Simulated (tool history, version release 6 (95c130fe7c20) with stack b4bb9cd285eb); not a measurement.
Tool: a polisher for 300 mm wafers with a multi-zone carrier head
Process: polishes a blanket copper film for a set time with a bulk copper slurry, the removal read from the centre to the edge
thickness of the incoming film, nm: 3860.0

run	day	flow of slurry (ml/min)	pressure of the head's centre zone	pressure of the head's middle zone	pressure of the head's edge zone	abrasive content of the slurry	polishing time (s)	film removed at the wafer's centre (Å)	film removed at mid-radius (Å)	film removed at the wafer's edge (Å)
1	0.000	145	1.00	1.00	1.00	1.00	42	4290.6	4232.7	4454.7
2	0.217	145	1.00	1.00	1.00	1.00	49	5012.3	5022.1	5164.8
3	0.546	160	1.04	1.02	1.04	1.05	49	5357.6	5228.8	5433.5
4	0.712	160	1.04	0.99	1.04	1.05	49	5374.4	5119.1	5418.6
5	0.967	170	1.07	1.01	1.06	1.10	49	5591.9	5350.9	5592.2
6	1.054	170	1.07	0.97	1.06	1.10	49	5723.4	5136.1	5581.1
7	1.312	180	1.10	0.99	1.07	1.15	49	5929.2	5388.8	5665.1
8	1.475	190	1.12	1.00	1.08	1.20	49	6269.3	5536.6	5850.7
9	1.750	195	1.13	1.02	1.09	1.25	49	6330.3	5557.6	5934.3
10	1.933	200	1.14	1.05	1.09	1.30	49	6498.6	5841.3	5934.4
11	2.271	205	1.15	1.06	1.10	1.35	49	6768.2	5978.8	6033.6

Forecast run 12:
12	2.517	210	1.15	1.07	1.11	1.35	49	?	?	?

{"run 12": {"film removed at the wafer's centre (Å)": 6580.5, "film removed at mid-radius (Å)": 5985.5, "film removed at the wafer's edge (Å)": 6132.1}}
